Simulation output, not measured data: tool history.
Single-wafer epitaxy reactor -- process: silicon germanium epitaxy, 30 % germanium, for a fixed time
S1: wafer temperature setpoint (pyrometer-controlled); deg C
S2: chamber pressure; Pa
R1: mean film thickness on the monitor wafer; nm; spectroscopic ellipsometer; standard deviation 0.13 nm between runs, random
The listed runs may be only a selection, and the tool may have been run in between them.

run,hour,S1,S2,R1
1,0.0,580,2413,37.857
2,6.5,582,2413,39.572
3,7.5,573,2413,32.529
4,10.8,577,2413,35.614
5,17.1,580,2413,37.896
6,18.2,580,2586,38.708
7,22.7,581,2586,39.478
8,31.5,582,2586,40.600

Forecast run 9:
9,36.6,583,2586,?

R1: 41.428 nm

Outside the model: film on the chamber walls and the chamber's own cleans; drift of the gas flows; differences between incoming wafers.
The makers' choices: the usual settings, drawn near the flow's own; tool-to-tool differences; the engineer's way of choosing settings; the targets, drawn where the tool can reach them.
